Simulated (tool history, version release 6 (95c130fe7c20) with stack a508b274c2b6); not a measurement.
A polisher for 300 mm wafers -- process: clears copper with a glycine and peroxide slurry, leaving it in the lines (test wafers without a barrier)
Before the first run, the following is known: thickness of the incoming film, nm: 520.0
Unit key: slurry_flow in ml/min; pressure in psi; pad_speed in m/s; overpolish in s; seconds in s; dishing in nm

| run | day | slurry_flow | pressure | pad_speed | overpolish | seconds | dishing |
|---|---|---|---|---|---|---|---|
| 1 | 0.000 | 265 | 1.9 | 0.82 | 10 | 139.35 | 24.030 |
| 2 | 0.254 | 265 | 1.9 | 0.82 | 12 | 149.82 | 26.689 |
| 3 | 0.458 | 265 | 2.0 | 0.82 | 12 | 136.59 | 28.535 |
| 4 | 0.500 | 200 | 2.0 | 0.82 | 12 | 143.10 | 27.437 |
| 5 | 0.775 | 200 | 2.1 | 0.82 | 12 | 145.90 | 27.216 |
| 6 | 1.046 | 160 | 2.1 | 0.82 | 12 | 146.57 | 26.084 |
| 7 | 1.079 | 195 | 2.7 | 0.90 | 14 | 112.38 | 34.774 |

Run 8 is up next; what results do you expect?
| 8 | 1.358 | 210 | 2.9 | 0.92 | 14 | ? | ? |

{"run 8": {"seconds": 101.18, "dishing": 36.263}}
